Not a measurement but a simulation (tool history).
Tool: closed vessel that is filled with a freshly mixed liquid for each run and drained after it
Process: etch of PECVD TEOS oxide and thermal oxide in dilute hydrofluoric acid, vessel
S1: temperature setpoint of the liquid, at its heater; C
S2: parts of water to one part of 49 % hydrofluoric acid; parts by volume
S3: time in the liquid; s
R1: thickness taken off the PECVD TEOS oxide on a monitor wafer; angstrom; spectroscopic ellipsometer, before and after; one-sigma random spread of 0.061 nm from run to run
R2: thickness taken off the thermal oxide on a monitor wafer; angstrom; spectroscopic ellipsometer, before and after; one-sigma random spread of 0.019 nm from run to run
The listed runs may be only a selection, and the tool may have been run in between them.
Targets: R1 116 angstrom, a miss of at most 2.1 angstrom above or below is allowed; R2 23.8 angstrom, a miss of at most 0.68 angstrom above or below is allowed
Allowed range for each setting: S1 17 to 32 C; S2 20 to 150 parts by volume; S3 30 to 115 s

Run 1, hour 0: S1 24 C, S2 85 parts by volume, S3 60 s. Result: R1 160.6 angstrom, R2 32.764 angstrom.
Run 2, hour 5.9: S1 23 C, S2 85 parts by volume, S3 60 s. Result: R1 154.73 angstrom, R2 31.902 angstrom.
Run 3, hour 14.6: S1 25.5 C, S2 85 parts by volume, S3 60 s. Result: R1 173.21 angstrom, R2 35.328 angstrom.
Run 4, hour 20.7: S1 25.5 C, S2 85 parts by volume, S3 85 s. Result: R1 242.75 angstrom, R2 50.01 angstrom.
Run 5, hour 25.7: S1 25.5 C, S2 85 parts by volume, S3 60 s. Result: R1 172.21 angstrom, R2 35.36 angstrom.
Run 6, hour 27.7: S1 24.5 C, S2 85 parts by volume, S3 60 s. Result: R1 164.42 angstrom, R2 33.741 angstrom.
Run 7, hour 33.8: S1 20.5 C, S2 90 parts by volume, S3 60 s. Result: R1 130.94 angstrom, R2 27.035 angstrom.
Run 8, hour 39.3: S1 17 C, S2 90 parts by volume, S3 60 s. Result: R1 113.16 angstrom, R2 23.383 angstrom.

Of the 4 settings listed for the next run, only one would bring every result within its allowed miss of target. Which one?
Run A, hour 44.8: S1 17 C, S2 135 parts by volume, S3 100 s. Result: R1 ?, R2 ?.
Run B, hour 44.8: S1 19.5 C, S2 75 parts by volume, S3 45 s. Result: R1 ?, R2 ?.
Run C, hour 44.8: S1 19.5 C, S2 100 parts by volume, S3 60 s. Result: R1 ?, R2 ?.
Run D, hour 44.8: S1 17 C, S2 150 parts by volume, S3 115 s. Result: R1 ?, R2 ?.

move      R1      R2
   A  120.86  25.026
   B  115.79  23.977
   C  112.58  23.312
   D  123.26  25.524
A: moves the result that the last run missed by most past its target, out the other side
B: each result inside its tolerance
C: further off than the last run
D: moves the result that the last run missed by most past its target, out the other side
Answer: B
